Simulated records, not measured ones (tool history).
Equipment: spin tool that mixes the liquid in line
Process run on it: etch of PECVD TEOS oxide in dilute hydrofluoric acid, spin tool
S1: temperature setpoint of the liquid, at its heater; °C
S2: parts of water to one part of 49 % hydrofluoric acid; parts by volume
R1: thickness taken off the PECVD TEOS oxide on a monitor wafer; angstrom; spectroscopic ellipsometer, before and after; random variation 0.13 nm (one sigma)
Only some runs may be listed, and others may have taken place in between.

run 1 hour=0 | S1=21 S2=180 time_under_the_liquid_(s)=280 | R1=161.58
run 2 hour=2.9 | S1=23.5 S2=175 time_under_the_liquid_(s)=280 | R1=185.74
run 3 hour=5.7 | S1=25 S2=170 time_under_the_liquid_(s)=280 | R1=201.68
run 4 hour=11.4 | S1=26 S2=165 time_under_the_liquid_(s)=280 | R1=219.05
run 5 hour=16.5 | S1=26 S2=165 time_under_the_liquid_(s)=300 | R1=233.61
run 6 hour=23.7 | S1=26 S2=190 time_under_the_liquid_(s)=300 | R1=196.86
run 7 hour=31.9 | S1=27 S2=185 time_under_the_liquid_(s)=300 | R1=208.24
run 8 hour=33.5 | S1=27.5 S2=180 time_under_the_liquid_(s)=300 | R1=219.28
run 9 hour=37.3 | S1=28 S2=175 time_under_the_liquid_(s)=300 | R1=233.71

Run 10 comes next. What will it give?
run 10 hour=39.7 | S1=28.5 S2=175 time_under_the_liquid_(s)=300 | R1=?

R1: 233.94 angstrom
